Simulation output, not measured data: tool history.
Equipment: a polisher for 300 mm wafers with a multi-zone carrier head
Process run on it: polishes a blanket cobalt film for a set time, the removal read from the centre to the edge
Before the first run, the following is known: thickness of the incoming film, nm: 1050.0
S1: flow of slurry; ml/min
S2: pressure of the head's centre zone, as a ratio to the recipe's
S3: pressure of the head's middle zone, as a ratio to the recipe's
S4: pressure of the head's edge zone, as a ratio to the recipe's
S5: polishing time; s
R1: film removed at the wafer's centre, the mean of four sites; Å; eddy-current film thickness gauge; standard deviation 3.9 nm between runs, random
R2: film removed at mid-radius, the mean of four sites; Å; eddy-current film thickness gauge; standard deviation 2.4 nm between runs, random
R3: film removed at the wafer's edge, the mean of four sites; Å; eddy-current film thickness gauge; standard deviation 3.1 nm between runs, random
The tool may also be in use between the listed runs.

run,hour,S1,S2,S3,S4,S5,R1,R2,R3
1,0.0,140,1.00,1.00,1.00,57,2787.5,2910.4,2914.8
2,0.6,150,1.01,1.01,1.00,57,2859.7,2938.2,2916.0
3,2.9,150,1.01,1.01,0.96,57,2906.8,2922.2,2868.8
4,4.6,160,1.02,1.02,0.97,57,2978.8,2986.8,2885.6
5,9.8,160,1.02,1.02,0.94,57,2992.9,2997.6,2836.8
6,13.7,165,1.02,1.02,0.96,57,2930.7,2989.8,2850.3

What will run 7 give?
7,22.2,165,1.03,1.03,0.98,58,?,?,?

R1: 3106.7 Å
R2: 3081.3 Å
R3: 2967.7 Å
